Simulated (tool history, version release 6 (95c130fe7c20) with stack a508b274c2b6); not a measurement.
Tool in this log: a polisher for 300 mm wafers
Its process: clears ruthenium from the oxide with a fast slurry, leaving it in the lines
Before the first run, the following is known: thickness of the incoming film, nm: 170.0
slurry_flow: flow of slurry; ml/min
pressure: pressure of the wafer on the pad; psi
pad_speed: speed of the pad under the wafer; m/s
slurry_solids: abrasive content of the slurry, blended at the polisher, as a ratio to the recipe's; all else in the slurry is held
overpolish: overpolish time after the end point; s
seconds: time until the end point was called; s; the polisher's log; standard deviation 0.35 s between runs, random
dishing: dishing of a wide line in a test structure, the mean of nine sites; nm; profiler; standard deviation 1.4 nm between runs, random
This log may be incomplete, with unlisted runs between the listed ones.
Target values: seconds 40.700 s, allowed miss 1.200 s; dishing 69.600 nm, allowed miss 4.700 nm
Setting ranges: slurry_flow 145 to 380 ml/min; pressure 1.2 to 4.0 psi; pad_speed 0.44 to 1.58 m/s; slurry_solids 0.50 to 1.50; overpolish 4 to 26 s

| run | hour | slurry_flow | pressure | pad_speed | slurry_solids | overpolish | seconds | dishing |
|---|---|---|---|---|---|---|---|---|
| 1 | 0.0 | 245 | 2.6 | 1.00 | 1.00 | 13 | 38.067 | 46.358 |
| 2 | 6.4 | 245 | 2.6 | 1.26 | 1.00 | 13 | 32.506 | 52.850 |
| 3 | 10.0 | 245 | 2.6 | 1.26 | 1.20 | 13 | 30.095 | 55.104 |
| 4 | 14.2 | 245 | 2.6 | 1.10 | 1.20 | 13 | 32.560 | 50.373 |
| 5 | 19.7 | 245 | 2.0 | 1.10 | 1.20 | 13 | 38.091 | 45.407 |
| 6 | 23.2 | 240 | 2.0 | 1.10 | 1.20 | 15 | 39.239 | 49.867 |
| 7 | 31.7 | 240 | 2.0 | 1.10 | 1.20 | 15 | 38.542 | 50.673 |
| 8 | 32.7 | 240 | 2.0 | 1.10 | 1.20 | 17 | 38.371 | 57.853 |
|  | 37.4 | slurry nozzle cleaned |
| 9 | 37.4 | 240 | 2.0 | 1.10 | 1.20 | 17 | 37.253 | 58.365 |
| 10 | 42.1 | 230 | 1.9 | 1.10 | 1.20 | 18 | 39.079 | 59.508 |
| 11 | 45.3 | 230 | 1.9 | 1.10 | 1.20 | 19 | 39.151 | 60.846 |
| 12 | 51.3 | 230 | 1.9 | 1.10 | 1.20 | 20 | 38.774 | 64.105 |

Of the 4 settings listed for the next run, only one would bring every result within its allowed miss of target. Which one?
| A | 57.3 | 175 | 1.9 | 1.00 | 1.10 | 17 | ? | ? |
| B | 57.3 | 230 | 1.7 | 1.14 | 1.15 | 23 | ? | ? |
| C | 57.3 | 215 | 2.2 | 1.04 | 1.20 | 19 | ? | ? |
| D | 57.3 | 225 | 1.3 | 1.22 | 1.25 | 20 | ? | ? |

| move | seconds | dishing |
|---|---|---|
| A | 43.308 | 51.981 |
| B | 40.607 | 70.618 |
| C | 37.237 | 64.857 |
| D | 42.631 | 60.488 |
A: the result that was furthest off in the last run now lies on the other side of its target
B: in spec on every target
C: its largest miss is bigger than the last run's
D: the result that was furthest off in the last run now lies on the other side of its target
Correct choice: B, which meets every target
